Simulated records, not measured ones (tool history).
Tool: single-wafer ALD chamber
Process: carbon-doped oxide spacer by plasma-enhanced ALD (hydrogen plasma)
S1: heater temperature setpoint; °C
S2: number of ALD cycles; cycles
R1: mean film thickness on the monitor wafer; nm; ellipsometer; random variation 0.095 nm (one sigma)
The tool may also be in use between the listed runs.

run,day,S1,S2,R1
1,0.000,380,464,21.943
2,0.300,380,442,20.863
3,0.504,380,457,21.487
4,0.788,380,470,22.338
5,0.983,380,502,23.844
6,1.092,380,557,26.273
7,1.350,380,554,26.359

Run 8 comes next. What will it give?
8,1.446,380,550,?

{"run 8": {"R1": 26.107}}

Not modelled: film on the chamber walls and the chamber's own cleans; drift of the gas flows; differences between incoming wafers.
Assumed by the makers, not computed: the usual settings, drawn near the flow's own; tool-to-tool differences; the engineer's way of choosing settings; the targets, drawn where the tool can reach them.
